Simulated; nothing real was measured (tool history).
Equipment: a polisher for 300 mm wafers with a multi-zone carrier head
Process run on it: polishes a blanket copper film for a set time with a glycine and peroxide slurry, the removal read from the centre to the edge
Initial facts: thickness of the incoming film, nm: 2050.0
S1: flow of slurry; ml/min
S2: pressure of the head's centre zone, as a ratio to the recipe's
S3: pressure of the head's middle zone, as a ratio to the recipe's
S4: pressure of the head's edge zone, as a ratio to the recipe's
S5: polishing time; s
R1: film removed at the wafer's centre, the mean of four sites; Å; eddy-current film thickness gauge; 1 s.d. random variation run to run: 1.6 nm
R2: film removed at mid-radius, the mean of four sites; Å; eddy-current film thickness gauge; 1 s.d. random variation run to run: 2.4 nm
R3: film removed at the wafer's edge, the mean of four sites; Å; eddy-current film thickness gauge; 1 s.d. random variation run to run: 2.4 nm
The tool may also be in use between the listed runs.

Run 1, hour 0: S1 300 ml/min, S2 1, S3 1, S4 1, S5 51 s. Result: R1 2784.8 Å, R2 2832.7 Å, R3 2903 Å.
Run 2, hour 2.6: S1 300 ml/min, S2 1, S3 1.07, S4 1, S5 51 s. Result: R1 2798.2 Å, R2 2939.9 Å, R3 2877.4 Å.
Run 3, hour 8.6: S1 300 ml/min, S2 0.94, S3 1.07, S4 1, S5 51 s. Result: R1 2652.3 Å, R2 2941.8 Å, R3 2878 Å.
Run 4, hour 15: S1 300 ml/min, S2 0.94, S3 1.07, S4 1.04, S5 51 s. Result: R1 2643.3 Å, R2 3018.4 Å, R3 2917.2 Å.
Run 5, hour 20.9: S1 300 ml/min, S2 0.95, S3 1.05, S4 1.02, S5 49 s. Result: R1 2580.8 Å, R2 2814.8 Å, R3 2761.8 Å.
Run 6, hour 21.4: S1 300 ml/min, S2 0.95, S3 1.05, S4 0.99, S5 49 s. Result: R1 2566.4 Å, R2 2753.4 Å, R3 2702.6 Å.
Run 7, hour 28.3: S1 300 ml/min, S2 0.94, S3 1.03, S4 0.97, S5 48 s. Result: R1 2502.4 Å, R2 2688.2 Å, R3 2734.6 Å.
Run 8, hour 36.5: S1 300 ml/min, S2 0.94, S3 1.03, S4 0.97, S5 48 s. Result: R1 2506.4 Å, R2 2700.9 Å, R3 2657.1 Å.
Run 9, hour 37.8: S1 300 ml/min, S2 0.94, S3 1.01, S4 0.96, S5 47 s. Result: R1 2390 Å, R2 2649.3 Å, R3 2605.3 Å.
Run 10, hour 41.9: S1 295 ml/min, S2 0.96, S3 0.99, S4 0.96, S5 46 s. Result: R1 2433.4 Å, R2 2600.3 Å, R3 2544.7 Å.
Run 11, hour 43.4: S1 315 ml/min, S2 0.97, S3 0.97, S4 0.97, S5 44 s. Result: R1 2357.4 Å, R2 2447.6 Å, R3 2469 Å.
Run 12, hour 47.1: S1 320 ml/min, S2 0.98, S3 0.95, S4 0.97, S5 43 s. Result: R1 2348.8 Å, R2 2350.4 Å, R3 2347.3 Å.
Run 13, hour 54.5: S1 315 ml/min, S2 0.98, S3 0.93, S4 0.98, S5 42 s. Result: R1 2286.8 Å, R2 2271.7 Å, R3 2382.2 Å.

Predict the results of run 14:
Run 14, hour 55.7: S1 305 ml/min, S2 0.96, S3 0.83, S4 0.88, S5 38 s. Result: R1 ?, R2 ?, R3 ?.

R1: 2019.5 Å
R2: 1908.1 Å
R3: 2018.8 Å
